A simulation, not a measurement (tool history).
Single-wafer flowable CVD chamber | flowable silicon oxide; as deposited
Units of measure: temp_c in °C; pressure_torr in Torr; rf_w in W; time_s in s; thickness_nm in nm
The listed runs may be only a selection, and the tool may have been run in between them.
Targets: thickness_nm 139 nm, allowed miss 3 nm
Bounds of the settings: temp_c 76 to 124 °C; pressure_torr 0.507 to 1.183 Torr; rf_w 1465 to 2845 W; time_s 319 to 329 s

run,hour,temp_c,pressure_torr,rf_w,time_s,thickness_nm
1,0,100,0.845,2155,319,222.22
2,3.7,103,0.844,2155,319,202.1
3,11.9,108,0.844,2155,319,174.62
4,15.8,110,0.844,2155,319,165.34
5,23.8,110,0.844,2400,319,167.74
6,29.6,110,0.844,2575,319,170.68
7,37.3,112,0.844,2575,319,160.37
8,43.1,113,0.844,2575,319,155.85
9,49.6,114,0.844,2575,319,151.64
10,56.4,115,0.844,2575,319,147.75
11,58.8,116,0.844,2575,319,143.91

5 next moves are on the table. One of them brings every result within its allowed miss. Which?
A,61.2,119,0.852,2670,329,?
B,61.2,116,0.868,2315,319,?
C,61.2,115,0.856,2460,319,?
D,61.2,113,0.822,2655,319,?
E,61.2,114,0.857,2580,319,?

move,thickness_nm
A,138.87
B,145.75
C,149.18
D,153.08
E,154.6
A: in spec on every target
B: moves away from the targets compared with the last run
C: moves away from the targets compared with the last run
D: moves away from the targets compared with the last run
E: moves away from the targets compared with the last run
The move that meets every target is A.

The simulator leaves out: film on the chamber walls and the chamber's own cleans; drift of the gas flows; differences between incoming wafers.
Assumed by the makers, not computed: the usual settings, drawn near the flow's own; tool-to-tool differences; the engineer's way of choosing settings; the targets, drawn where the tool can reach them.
